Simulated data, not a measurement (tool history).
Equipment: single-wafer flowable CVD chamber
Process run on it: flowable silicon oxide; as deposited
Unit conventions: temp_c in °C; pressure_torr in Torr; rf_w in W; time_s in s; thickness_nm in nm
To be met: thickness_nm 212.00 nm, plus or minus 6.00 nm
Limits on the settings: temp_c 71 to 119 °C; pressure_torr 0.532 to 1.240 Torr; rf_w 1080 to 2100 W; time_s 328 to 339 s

run 1 hour=0.0 | temp_c=95 pressure_torr=0.886 rf_w=1590 time_s=328 | thickness_nm=248.37
run 2 hour=2.8 | temp_c=95 pressure_torr=0.886 rf_w=1685 time_s=328 | thickness_nm=251.89
run 3 hour=6.0 | temp_c=95 pressure_torr=0.972 rf_w=1685 time_s=328 | thickness_nm=267.70
run 4 hour=11.5 | temp_c=95 pressure_torr=0.972 rf_w=1580 time_s=328 | thickness_nm=264.30
run 5 hour=16.6 | temp_c=95 pressure_torr=0.972 rf_w=1455 time_s=328 | thickness_nm=260.27
run 6 hour=21.1 | temp_c=95 pressure_torr=0.972 rf_w=1455 time_s=339 | thickness_nm=267.65
run 7 hour=26.9 | temp_c=97 pressure_torr=0.971 rf_w=1455 time_s=339 | thickness_nm=249.01
run 8 hour=31.5 | temp_c=98 pressure_torr=0.970 rf_w=1455 time_s=339 | thickness_nm=239.52
run 9 hour=39.3 | temp_c=99 pressure_torr=0.969 rf_w=1455 time_s=339 | thickness_nm=231.64
run 10 hour=47.6 | temp_c=100 pressure_torr=0.969 rf_w=1455 time_s=339 | thickness_nm=226.01

Which of these 5 next moves meets every target?
run A hour=55.9 | temp_c=95 pressure_torr=0.850 rf_w=1470 time_s=338 | thickness_nm=?
run B hour=55.9 | temp_c=100 pressure_torr=1.013 rf_w=1555 time_s=339 | thickness_nm=?
run C hour=55.9 | temp_c=97 pressure_torr=0.963 rf_w=1495 time_s=333 | thickness_nm=?
run D hour=55.9 | temp_c=95 pressure_torr=0.918 rf_w=1380 time_s=334 | thickness_nm=?
run E hour=55.9 | temp_c=101 pressure_torr=0.981 rf_w=1505 time_s=328 | thickness_nm=?

move=A thickness_nm=242.54
move=B thickness_nm=238.22
move=C thickness_nm=246.25
move=D thickness_nm=249.41
move=E thickness_nm=215.14
A: lands further from the targets than the last run did
B: lands further from the targets than the last run did
C: lands further from the targets than the last run did
D: lands further from the targets than the last run did
E: in spec on every target
Go with E: it meets all targets.
